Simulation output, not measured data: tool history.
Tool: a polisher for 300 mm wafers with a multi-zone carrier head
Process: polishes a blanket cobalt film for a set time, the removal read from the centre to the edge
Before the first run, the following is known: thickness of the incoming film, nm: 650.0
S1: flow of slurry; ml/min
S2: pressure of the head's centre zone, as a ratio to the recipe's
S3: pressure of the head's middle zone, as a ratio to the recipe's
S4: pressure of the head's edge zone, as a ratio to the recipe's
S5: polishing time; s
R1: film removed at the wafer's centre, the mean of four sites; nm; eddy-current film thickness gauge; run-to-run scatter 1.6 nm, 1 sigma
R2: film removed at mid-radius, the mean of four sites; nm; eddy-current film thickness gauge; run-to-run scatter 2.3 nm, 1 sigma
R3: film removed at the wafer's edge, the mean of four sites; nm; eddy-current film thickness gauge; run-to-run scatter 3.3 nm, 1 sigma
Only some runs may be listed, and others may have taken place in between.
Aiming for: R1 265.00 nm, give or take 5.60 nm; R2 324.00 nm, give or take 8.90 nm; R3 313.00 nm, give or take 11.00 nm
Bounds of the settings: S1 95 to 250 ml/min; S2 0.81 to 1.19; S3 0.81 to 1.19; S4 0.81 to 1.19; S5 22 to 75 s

run 1 hour=0.0 | S1=160 S2=1.00 S3=1.00 S4=1.00 S5=48 | R1=242.47 R2=243.23 R3=246.01
run 2 hour=8.1 | S1=170 S2=0.99 S3=1.03 S4=1.03 S5=49 | R1=252.09 R2=257.68 R3=254.54
run 3 hour=14.9 | S1=170 S2=0.99 S3=1.03 S4=1.10 S5=49 | R1=248.68 R2=254.98 R3=267.31
run 4 hour=15.8 | S1=180 S2=0.97 S3=1.05 S4=1.12 S5=50 | R1=253.36 R2=269.13 R3=277.74
run 5 hour=17.8 | S1=180 S2=0.97 S3=1.05 S4=1.19 S5=50 | R1=250.80 R2=272.38 R3=284.58
run 6 hour=23.1 | S1=145 S2=0.97 S3=1.05 S4=1.19 S5=50 | R1=239.45 R2=259.14 R3=274.59
run 7 hour=27.1 | S1=160 S2=0.96 S3=1.07 S4=1.19 S5=50 | R1=245.14 R2=268.81 R3=275.47
run 8 hour=30.2 | S1=175 S2=0.94 S3=1.08 S4=1.19 S5=51 | R1=250.42 R2=277.25 R3=295.63
run 9 hour=36.1 | S1=180 S2=0.94 S3=1.10 S4=1.19 S5=51 | R1=250.26 R2=286.22 R3=294.63
run 10 hour=43.8 | S1=190 S2=0.94 S3=1.12 S4=1.19 S5=51 | R1=253.13 R2=293.00 R3=297.45
run 11 hour=46.4 | S1=200 S2=0.94 S3=1.13 S4=1.19 S5=51 | R1=256.57 R2=297.25 R3=292.67
run 12 hour=54.4 | S1=205 S2=0.93 S3=1.14 S4=1.19 S5=51 | R1=255.56 R2=299.45 R3=289.94
run 13 hour=57.1 | S1=205 S2=0.92 S3=1.14 S4=1.19 S5=52 | R1=256.12 R2=307.03 R3=304.13
run 14 hour=62.7 | S1=205 S2=0.92 S3=1.14 S4=1.19 S5=52 | R1=256.62 R2=305.46 R3=305.62

Next run, 4 choices. One meets every target within its allowed miss, the rest don't. Which?
run A hour=68.3 | S1=210 S2=0.96 S3=1.03 S4=1.19 S5=53 | R1=? R2=? R3=?
run B hour=68.3 | S1=215 S2=0.86 S3=1.19 S4=1.19 S5=52 | R1=? R2=? R3=?
run C hour=68.3 | S1=250 S2=0.92 S3=1.07 S4=1.19 S5=51 | R1=? R2=? R3=?
run D hour=68.3 | S1=205 S2=0.88 S3=1.14 S4=1.16 S5=55 | R1=? R2=? R3=?

move=A R1=276.68 R2=285.61 R3=308.26
move=B R1=248.34 R2=317.30 R3=302.57
move=C R1=263.37 R2=290.21 R3=301.57
move=D R1=265.70 R2=321.48 R3=314.39
A: further off than the last run
B: the furthest-off result lands on target, but another misses its tolerance
C: further off than the last run
D: every result lands within tolerance
Correct choice: D, which meets every target
